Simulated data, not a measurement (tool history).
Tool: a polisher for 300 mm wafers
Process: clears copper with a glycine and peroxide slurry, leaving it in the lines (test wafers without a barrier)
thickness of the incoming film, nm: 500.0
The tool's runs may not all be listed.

| run | day | flow of slurry (ml/min) | pressure of the wafer on the pad (kPa) | speed of the pad under the wafer (m/s) | overpolish time after the end point (s) | time until the end point was called (s) | dishing of a wide line in a test structure (angstrom) |
|---|---|---|---|---|---|---|---|
| 1 | 0 | 170 | 20 | 1.14 | 22 | 81.779 | 848.89 |
| 2 | 0.05 | 170 | 17.9 | 1.14 | 22 | 89.785 | 784.56 |
| 3 | 0.146 | 170 | 20.7 | 1.14 | 22 | 79.749 | 878.84 |
| 4 | 0.333 | 170 | 22.8 | 1.14 | 22 | 72.462 | 918.72 |
| 5 | 0.446 | 170 | 22.8 | 1.14 | 30 | 74.029 | 1209.4 |
| 6 | 0.704 | 145 | 22.8 | 1.14 | 30 | 74.987 | 1117.4 |
| 7 | 0.812 | 140 | 22.8 | 1.14 | 25 | 76.214 | 981.84 |
| 8 | 0.925 | 140 | 22.8 | 1.16 | 20 | 73.678 | 847.41 |
| 9 | 1.171 | 140 | 22.8 | 1.16 | 17 | 74.446 | 767.77 |
| 10 | 1.233 | 140 | 22.8 | 1.16 | 14 | 76.411 | 651.18 |
| 11 | 1.592 | 145 | 24.8 | 1.2 | 9 | 66.098 | 481.12 |
| 12 | 1.958 | 140 | 24.1 | 1.2 | 10 | 72.655 | 516.05 |

Run 13 comes next. What will it give?
| 13 | 2.221 | 135 | 24.8 | 1.24 | 13 | ? | ? |

{"run 13": {"time until the end point was called (s)": 66.618, "dishing of a wide line in a test structure (angstrom)": 662.91}}
